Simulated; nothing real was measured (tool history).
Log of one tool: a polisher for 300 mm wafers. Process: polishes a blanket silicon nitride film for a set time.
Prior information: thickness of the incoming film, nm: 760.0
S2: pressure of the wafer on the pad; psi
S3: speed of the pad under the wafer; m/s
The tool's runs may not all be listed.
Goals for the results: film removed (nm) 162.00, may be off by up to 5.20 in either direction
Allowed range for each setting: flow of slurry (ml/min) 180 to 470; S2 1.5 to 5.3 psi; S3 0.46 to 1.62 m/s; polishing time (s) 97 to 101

Run 1, day 0.000: flow of slurry (ml/min) 300, S2 3.4 psi, S3 1.04 m/s, polishing time (s) 97. Result: film removed (nm) 137.03.
Run 2, day 0.183: flow of slurry (ml/min) 300, S2 3.5 psi, S3 1.04 m/s, polishing time (s) 97. Result: film removed (nm) 140.24.
Run 3, day 0.354: flow of slurry (ml/min) 300, S2 3.5 psi, S3 1.04 m/s, polishing time (s) 101. Result: film removed (nm) 148.90.
Run 4, day 0.479: flow of slurry (ml/min) 300, S2 3.5 psi, S3 1.04 m/s, polishing time (s) 97. Result: film removed (nm) 140.61.
Run 5, day 0.821: flow of slurry (ml/min) 300, S2 4.3 psi, S3 1.04 m/s, polishing time (s) 97. Result: film removed (nm) 170.69.
Run 6, day 0.883: flow of slurry (ml/min) 355, S2 4.3 psi, S3 1.04 m/s, polishing time (s) 97. Result: film removed (nm) 172.01.
Run 7, day 0.929: flow of slurry (ml/min) 355, S2 4.2 psi, S3 1.04 m/s, polishing time (s) 97. Result: film removed (nm) 172.14.
Run 8, day 1.117: flow of slurry (ml/min) 350, S2 4.2 psi, S3 1.04 m/s, polishing time (s) 97. Result: film removed (nm) 169.73.

Consider the 5 candidate settings below. Which is the only one whose results all fall within their allowed miss of target?
Run A, day 1.304: flow of slurry (ml/min) 355, S2 3.5 psi, S3 1.04 m/s, polishing time (s) 101. Result: film removed (nm) ?.
Run B, day 1.304: flow of slurry (ml/min) 330, S2 4.8 psi, S3 0.92 m/s, polishing time (s) 97. Result: film removed (nm) ?.
Run C, day 1.304: flow of slurry (ml/min) 275, S2 3.9 psi, S3 0.98 m/s, polishing time (s) 97. Result: film removed (nm) ?.
Run D, day 1.304: flow of slurry (ml/min) 330, S2 4.2 psi, S3 0.86 m/s, polishing time (s) 97. Result: film removed (nm) ?.
Run E, day 1.304: flow of slurry (ml/min) 360, S2 3.8 psi, S3 1.08 m/s, polishing time (s) 98. Result: film removed (nm) ?.

move  film removed (nm)
   A             150.75
   B             177.86
   C             150.13
   D             150.50
   E             161.85
A: takes the biggest miss from the last run beyond its target
B: further off than the last run
C: takes the biggest miss from the last run beyond its target
D: takes the biggest miss from the last run beyond its target
E: meets every target
Answer: E
